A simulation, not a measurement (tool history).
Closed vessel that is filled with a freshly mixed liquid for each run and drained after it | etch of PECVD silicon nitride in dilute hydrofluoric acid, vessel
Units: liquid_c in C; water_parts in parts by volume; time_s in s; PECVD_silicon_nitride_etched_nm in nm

run,hour,liquid_c,water_parts,time_s,PECVD_silicon_nitride_etched_nm
1,0,24,220,290,6.6409
2,4.2,23,220,290,6.2296
3,12.4,23,220,310,6.5935
4,14.1,23,220,310,6.6185
5,15.7,23,250,310,5.8585
6,17.2,23,200,310,7.213

The next listed run, before its measurement:
7,22,22,200,310,?

PECVD_silicon_nitride_etched_nm: 6.7626 nm
